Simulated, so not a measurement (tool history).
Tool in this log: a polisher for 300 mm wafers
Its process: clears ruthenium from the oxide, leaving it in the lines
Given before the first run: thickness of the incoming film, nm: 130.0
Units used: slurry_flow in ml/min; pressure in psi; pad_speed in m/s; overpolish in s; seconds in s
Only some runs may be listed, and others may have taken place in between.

run 1 day=0.000 | slurry_flow=215 pressure=2.5 pad_speed=1.16 overpolish=8 | seconds=104.540
run 2 day=0.321 | slurry_flow=215 pressure=2.7 pad_speed=1.16 overpolish=8 | seconds=97.826
run 3 day=0.425 | slurry_flow=215 pressure=2.8 pad_speed=1.16 overpolish=8 | seconds=92.452
run 4 day=0.775 | slurry_flow=215 pressure=2.8 pad_speed=0.90 overpolish=8 | seconds=120.850
run 5 day=0.917 | slurry_flow=215 pressure=2.8 pad_speed=0.90 overpolish=8 | seconds=119.300
run 6 day=1.050 | slurry_flow=215 pressure=3.0 pad_speed=0.90 overpolish=8 | seconds=111.000
run 7 day=1.283 | slurry_flow=215 pressure=3.0 pad_speed=0.90 overpolish=8 | seconds=111.030
run 8 day=1.638 | slurry_flow=215 pressure=3.2 pad_speed=0.90 overpolish=8 | seconds=106.250
run 9 day=1.967 | slurry_flow=215 pressure=3.4 pad_speed=0.92 overpolish=8 | seconds=97.316
-- day=2.296 worn pad replaced by a new one
run 10 day=2.296 | slurry_flow=215 pressure=3.5 pad_speed=0.92 overpolish=8 | seconds=86.712
run 11 day=2.354 | slurry_flow=220 pressure=3.6 pad_speed=0.92 overpolish=8 | seconds=85.243

For run 12, what comes out?
run 12 day=2.650 | slurry_flow=225 pressure=3.6 pad_speed=0.92 overpolish=8 | seconds=?

seconds: 84.911 s

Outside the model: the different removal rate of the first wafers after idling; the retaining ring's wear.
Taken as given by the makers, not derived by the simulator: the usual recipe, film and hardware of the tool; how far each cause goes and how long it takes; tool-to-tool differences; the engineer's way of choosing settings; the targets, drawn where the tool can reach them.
